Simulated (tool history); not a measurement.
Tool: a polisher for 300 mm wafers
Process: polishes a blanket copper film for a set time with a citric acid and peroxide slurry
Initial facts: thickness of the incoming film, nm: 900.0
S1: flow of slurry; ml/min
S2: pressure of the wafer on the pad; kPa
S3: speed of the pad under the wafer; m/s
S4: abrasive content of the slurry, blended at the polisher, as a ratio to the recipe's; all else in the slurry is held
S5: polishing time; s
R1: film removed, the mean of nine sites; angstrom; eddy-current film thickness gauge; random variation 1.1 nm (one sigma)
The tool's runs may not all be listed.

{"run": 1, "day": 0.0, "S1": 290, "S2": 26.9, "S3": 0.92, "S4": 1, "S5": 53, "R1": 1257.6}
{"run": 2, "day": 0.204, "S1": 295, "S2": 28.3, "S3": 0.92, "S4": 1, "S5": 53, "R1": 1332.9}
{"run": 3, "day": 0.396, "S1": 300, "S2": 29.6, "S3": 0.92, "S4": 1, "S5": 53, "R1": 1391.5}
{"run": 4, "day": 0.746, "S1": 255, "S2": 29.6, "S3": 0.92, "S4": 1, "S5": 53, "R1": 1365.6}
{"run": 5, "day": 0.821, "S1": 255, "S2": 29.6, "S3": 0.74, "S4": 1, "S5": 53, "R1": 1189.3}
{"run": 6, "day": 1.096, "S1": 260, "S2": 31.7, "S3": 0.74, "S4": 1, "S5": 53, "R1": 1283.4}
{"run": 7, "day": 1.329, "S1": 265, "S2": 33.1, "S3": 0.74, "S4": 1, "S5": 53, "R1": 1338.2}
{"run": 8, "day": 1.571, "S1": 265, "S2": 34.5, "S3": 0.74, "S4": 1, "S5": 53, "R1": 1376.3}

For run 9, what comes out?
{"run": 9, "day": 1.904, "S1": 265, "S2": 35.9, "S3": 0.74, "S4": 1, "S5": 53, "R1": "?"}

R1: 1427.8 angstrom

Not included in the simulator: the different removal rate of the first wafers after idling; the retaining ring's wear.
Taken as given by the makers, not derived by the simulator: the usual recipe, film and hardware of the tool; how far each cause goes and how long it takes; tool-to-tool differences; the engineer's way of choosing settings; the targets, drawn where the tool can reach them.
